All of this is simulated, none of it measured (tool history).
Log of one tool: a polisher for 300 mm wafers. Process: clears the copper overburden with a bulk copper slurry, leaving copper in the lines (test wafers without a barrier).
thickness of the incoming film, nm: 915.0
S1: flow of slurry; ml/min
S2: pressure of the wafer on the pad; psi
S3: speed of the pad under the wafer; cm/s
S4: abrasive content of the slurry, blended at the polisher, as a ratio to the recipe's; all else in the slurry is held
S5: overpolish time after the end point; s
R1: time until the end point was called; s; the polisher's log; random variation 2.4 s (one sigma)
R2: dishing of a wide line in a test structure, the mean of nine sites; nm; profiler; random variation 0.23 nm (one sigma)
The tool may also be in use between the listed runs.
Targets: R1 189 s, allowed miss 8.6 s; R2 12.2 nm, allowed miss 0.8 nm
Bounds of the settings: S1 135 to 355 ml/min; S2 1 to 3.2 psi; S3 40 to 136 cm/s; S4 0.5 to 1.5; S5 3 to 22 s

run	day	S1	S2	S3	S4	S5	R1	R2
1	0	225	2.1	88	1	11	178.13	41.499
2	0.058	225	2.1	106	1	11	144.52	48.389
3	0.35	225	2.1	96	1	11	161.79	45.777
4	0.412	215	2	100	0.95	10	163.8	39.71
5	0.646	205	1.9	104	0.9	9	170.02	35.796
6	0.796	205	2.3	104	0.9	9	139.69	42.887
7	0.879	200	2.2	108	0.85	8	143.54	38.609
8	1.083	195	2.1	110	0.8	7	146.79	33.565
9	1.108	190	2	112	0.75	7	155.49	31.868
10	1.262	185	1.9	114	0.7	7	165.17	29.54
11	1.588	180	1.8	116	0.7	7	175.58	28.003
12	1.7	180	1.7	118	0.7	7	176.6	27.784
13	1.767	175	1.6	120	0.7	7	183.28	26.606
14	2.054	135	1	136	0.7	3	263.86	8.7281
15	2.429	145	1	136	0.75	3	262.31	8.6062
16	2.475	160	1	136	0.8	3	263.32	8.9319
17	2.783	160	1.1	136	0.85	3	230.24	10.094
18	2.825	165	1.1	136	0.85	3	228.54	9.8386
19	2.871	175	1.1	136	0.85	3	230.45	9.8967
20	2.912	185	1.1	136	0.85	3	224.67	10.42
21	2.942	185	1.1	136	0.85	3	223.82	10.012
22	3.179	190	1.1	136	0.85	3	228.01	10.225
23	3.55	195	1.1	136	0.85	3	227.22	10.361
24	3.788	200	1.1	136	0.85	3	221.31	10.251
25	3.85	205	1.1	136	0.85	3	227.17	10.09
26	4.138	210	1.2	136	0.9	3	200.58	11.313
27	4.2	210	1.2	136	0.9	3	199.63	11.096
28	4.3	215	1.2	136	0.9	3	207.28	11.01

4 next moves are on the table. One of them brings every result within its allowed miss. Which?
A	4.4	245	1	126	0.85	3	?	?
B	4.4	170	1.4	136	0.7	3	?	?
C	4.4	165	1.3	126	0.75	3	?	?
D	4.4	230	1.1	130	0.85	3	?	?

move	R1	R2
A	264.48	8.8155
B	194.32	11.907
C	222.39	10.459
D	236.06	9.844
A: further off than the last run
B: meets every target
C: further off than the last run
D: further off than the last run
The right move is B.
